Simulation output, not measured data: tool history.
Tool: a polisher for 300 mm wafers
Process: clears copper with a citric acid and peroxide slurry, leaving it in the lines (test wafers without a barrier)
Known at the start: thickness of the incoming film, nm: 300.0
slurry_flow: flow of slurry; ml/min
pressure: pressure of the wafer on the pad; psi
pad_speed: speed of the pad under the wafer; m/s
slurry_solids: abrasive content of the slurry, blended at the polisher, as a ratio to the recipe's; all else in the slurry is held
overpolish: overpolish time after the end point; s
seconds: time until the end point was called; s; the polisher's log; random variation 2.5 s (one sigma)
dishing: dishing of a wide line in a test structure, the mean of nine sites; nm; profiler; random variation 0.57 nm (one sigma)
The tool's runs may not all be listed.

{"run": 1, "hour": 0.0, "slurry_flow": 135, "pressure": 3.8, "pad_speed": 1.32, "slurry_solids": 1, "overpolish": 25, "seconds": 97.226, "dishing": 34.473}
{"run": 2, "hour": 4.4, "slurry_flow": 135, "pressure": 3.5, "pad_speed": 1.26, "slurry_solids": 1, "overpolish": 26, "seconds": 112.66, "dishing": 33.801}
{"run": 3, "hour": 8.6, "slurry_flow": 135, "pressure": 3.2, "pad_speed": 1.24, "slurry_solids": 1, "overpolish": 26, "seconds": 121.45, "dishing": 32.122}
{"run": 4, "hour": 15.6, "slurry_flow": 105, "pressure": 3.2, "pad_speed": 1.24, "slurry_solids": 1, "overpolish": 26, "seconds": 126.05, "dishing": 32.126}
{"run": 5, "hour": 23.3, "slurry_flow": 105, "pressure": 3, "pad_speed": 1.2, "slurry_solids": 1, "overpolish": 27, "seconds": 137.42, "dishing": 31.202}
{"run": 6, "hour": 26.7, "slurry_flow": 105, "pressure": 3, "pad_speed": 1.42, "slurry_solids": 1, "overpolish": 27, "seconds": 117.22, "dishing": 32.987}
{"run": 7, "hour": 34.1, "slurry_flow": 105, "pressure": 2.8, "pad_speed": 1.36, "slurry_solids": 1, "overpolish": 28, "seconds": 128.13, "dishing": 32.881}

Run 8 comes next. What will it give?
{"run": 8, "hour": 42.5, "slurry_flow": 105, "pressure": 2.6, "pad_speed": 1.3, "slurry_solids": 1, "overpolish": 28, "seconds": "?", "dishing": "?"}

{"run 8": {"seconds": 141.24, "dishing": 29.84}}

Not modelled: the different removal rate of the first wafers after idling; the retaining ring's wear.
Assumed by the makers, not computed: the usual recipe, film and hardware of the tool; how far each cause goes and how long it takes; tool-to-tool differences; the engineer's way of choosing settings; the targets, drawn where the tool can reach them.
